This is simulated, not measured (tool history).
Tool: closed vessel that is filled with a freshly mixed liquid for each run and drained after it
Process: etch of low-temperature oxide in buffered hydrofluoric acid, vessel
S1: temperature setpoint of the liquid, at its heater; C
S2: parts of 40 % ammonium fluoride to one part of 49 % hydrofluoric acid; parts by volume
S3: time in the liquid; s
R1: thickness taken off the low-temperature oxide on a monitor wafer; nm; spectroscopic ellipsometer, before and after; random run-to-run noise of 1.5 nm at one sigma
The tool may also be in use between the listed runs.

Run 1, hour 0: S1 23 C, S2 23 parts by volume, S3 90 s. Result: R1 204.77 nm.
Run 2, hour 8.4: S1 25 C, S2 20.5 parts by volume, S3 90 s. Result: R1 249.22 nm.
Run 3, hour 16: S1 26.5 C, S2 19 parts by volume, S3 90 s. Result: R1 287.74 nm.
Run 4, hour 21.9: S1 26.5 C, S2 19 parts by volume, S3 100 s. Result: R1 320.3 nm.
Run 5, hour 25.3: S1 24.5 C, S2 19 parts by volume, S3 100 s. Result: R1 285.23 nm.
Run 6, hour 29: S1 24.5 C, S2 23 parts by volume, S3 100 s. Result: R1 247.21 nm.
Run 7, hour 33.9: S1 26 C, S2 21.5 parts by volume, S3 100 s. Result: R1 281.52 nm.

Expected results for the next run?
Run 8, hour 42.1: S1 30 C, S2 16 parts by volume, S3 100 s. Result: R1 ?.

{"run 8": {"R1": 454.34}}
